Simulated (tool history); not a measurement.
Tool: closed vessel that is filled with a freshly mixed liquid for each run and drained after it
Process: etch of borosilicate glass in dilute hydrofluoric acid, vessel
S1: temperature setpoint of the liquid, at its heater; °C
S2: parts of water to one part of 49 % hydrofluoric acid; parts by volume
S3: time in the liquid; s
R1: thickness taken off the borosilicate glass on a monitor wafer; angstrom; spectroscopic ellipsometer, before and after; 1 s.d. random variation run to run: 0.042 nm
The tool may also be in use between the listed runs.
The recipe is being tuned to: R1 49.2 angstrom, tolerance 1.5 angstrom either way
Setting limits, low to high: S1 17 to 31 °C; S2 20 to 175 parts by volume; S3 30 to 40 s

run 1 day=0 | S1=23 S2=95 S3=40 | R1=82.476
run 2 day=0.267 | S1=22.5 S2=100 S3=40 | R1=76.034
run 3 day=0.375 | S1=22.5 S2=100 S3=30 | R1=57.613
run 4 day=0.608 | S1=21.5 S2=100 S3=30 | R1=54.783
run 5 day=0.917 | S1=25 S2=100 S3=30 | R1=64.725
run 6 day=1.225 | S1=24.5 S2=100 S3=30 | R1=63.121
run 7 day=1.558 | S1=24 S2=100 S3=30 | R1=61.308
run 8 day=1.792 | S1=24 S2=100 S3=30 | R1=61.823
run 9 day=1.821 | S1=24 S2=100 S3=30 | R1=60.166
run 10 day=2.088 | S1=23.5 S2=100 S3=30 | R1=60.512

Exactly one of the 5 candidate moves below puts every result within its allowed miss. Which one?
run A day=2.354 | S1=23 S2=100 S3=40 | R1=?
run B day=2.354 | S1=22.5 S2=115 S3=30 | R1=?
run C day=2.354 | S1=23.5 S2=95 S3=40 | R1=?
run D day=2.354 | S1=24 S2=110 S3=30 | R1=?
run E day=2.354 | S1=24.5 S2=90 S3=30 | R1=?

move=A R1=78.204
move=B R1=49.12
move=C R1=84.491
move=D R1=54.813
move=E R1=70.041
A: moves away from the targets compared with the last run
B: meets every target
C: moves away from the targets compared with the last run
D: better than the last run, though not everything is in spec
E: moves away from the targets compared with the last run
The move that meets every target is B.
